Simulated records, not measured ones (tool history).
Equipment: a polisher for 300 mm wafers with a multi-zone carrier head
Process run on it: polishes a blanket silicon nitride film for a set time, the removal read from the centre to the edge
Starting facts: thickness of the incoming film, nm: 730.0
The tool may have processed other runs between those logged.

| run | hour | flow of slurry (ml/min) | pressure of the head's centre zone | pressure of the head's middle zone | pressure of the head's edge zone | polishing time (s) | film removed at the wafer's centre (nm) | film removed at mid-radius (nm) | film removed at the wafer's edge (nm) |
|---|---|---|---|---|---|---|---|---|---|
| 1 | 0.0 | 215 | 1.00 | 1.00 | 1.00 | 32 | 67.905 | 68.406 | 69.049 |
| 2 | 7.1 | 195 | 0.94 | 0.98 | 0.99 | 29 | 57.138 | 61.135 | 61.543 |
| 3 | 13.6 | 180 | 0.90 | 0.96 | 0.99 | 27 | 50.267 | 54.315 | 56.605 |
| 4 | 21.7 | 180 | 0.90 | 0.96 | 0.99 | 21 | 39.557 | 42.602 | 43.705 |
| 5 | 29.3 | 180 | 0.90 | 0.96 | 0.99 | 25 | 46.546 | 50.909 | 52.134 |
|  | 37.7 | slurry nozzle cleaned |
| 6 | 37.7 | 180 | 0.90 | 0.96 | 0.94 | 25 | 48.250 | 52.256 | 52.393 |

Estimate the outcome of run 7 from the log above:
| 7 | 40.5 | 175 | 0.88 | 0.97 | 0.98 | 24 | ? | ? | ? |

Logged for run 7: film removed at the wafer's centre (nm) 45.109, film removed at mid-radius (nm) 50.764, film removed at the wafer's edge (nm) 50.962.
